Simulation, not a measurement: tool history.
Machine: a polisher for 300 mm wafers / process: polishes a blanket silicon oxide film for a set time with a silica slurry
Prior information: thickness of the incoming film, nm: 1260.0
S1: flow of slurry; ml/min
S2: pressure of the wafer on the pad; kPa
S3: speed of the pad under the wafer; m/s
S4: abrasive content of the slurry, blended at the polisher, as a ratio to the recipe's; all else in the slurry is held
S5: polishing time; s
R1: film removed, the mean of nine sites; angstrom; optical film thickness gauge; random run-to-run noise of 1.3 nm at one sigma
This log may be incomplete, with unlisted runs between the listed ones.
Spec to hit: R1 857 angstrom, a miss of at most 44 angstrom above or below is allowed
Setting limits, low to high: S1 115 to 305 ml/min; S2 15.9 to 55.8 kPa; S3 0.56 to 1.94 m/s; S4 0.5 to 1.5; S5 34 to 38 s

run  hour   S1    S2    S3    S4  S5      R1
  1     0  195  35.9  1.24     1  38  2040.5
  2   4.4  220  35.9  1.24     1  38  2061.3
  3   9.7  220  35.9  1.24     1  34  1885.6
  4  12.4  220  35.9  1.24  1.15  34  1972.2
  5  14.4  220  35.9  1.36  1.15  34  2165.5
  6  20.6  175  35.9  1.36  1.15  34  2097.4
  7  25.4  175  33.8   1.3  1.15  34  1925.3
  8  30.4  175  31.7  1.24  1.15  34  1756.9
  9  33.3  175  29.6  1.18  1.15  34  1593.6
 10  40.1  175  28.3  1.14  1.15  34    1469
 11  45.3  175  26.9   1.1  1.15  34  1350.9
 12  53.3  175  26.9   1.1  1.15  34  1363.8
 13  60.7  175  25.5  1.08  1.15  34  1325.5
 14  68.8  170  15.9  0.74   1.1  34  670.09
 15  75.6  170  16.5  0.74   1.1  34  646.91
 16  80.4  170  17.2  0.74   1.1  34  672.29
 17    85  170  17.9  0.74   1.1  34  725.02
 18  85.8  170  18.6  0.74   1.1  34  737.94
 19  89.6  170  19.3  0.74   1.1  34  751.47
 20  92.1  170    20  0.74   1.1  34  762.73
 21  95.8  170  20.7  0.74   1.1  34   786.3

4 candidate next runs follow, results not yet known. Just one meets every target within its allowed miss. Identify it.
  A  99.5  130  24.1  0.94  0.8  34   ?
  B  99.5  150  15.9  0.86  1.2  34   ?
  C  99.5  190  22.8  0.82  1.1  36   ?
  D  99.5  150  21.4   0.7  1.1  34   ?

move      R1
   A  839.96
   B  743.87
   C  982.15
   D  754.69
A: all results land within tolerance of their targets
B: further off than the last run
C: moves the result that the last run missed by most past its target, out the other side
D: further off than the last run
Correct choice: A, which meets every target
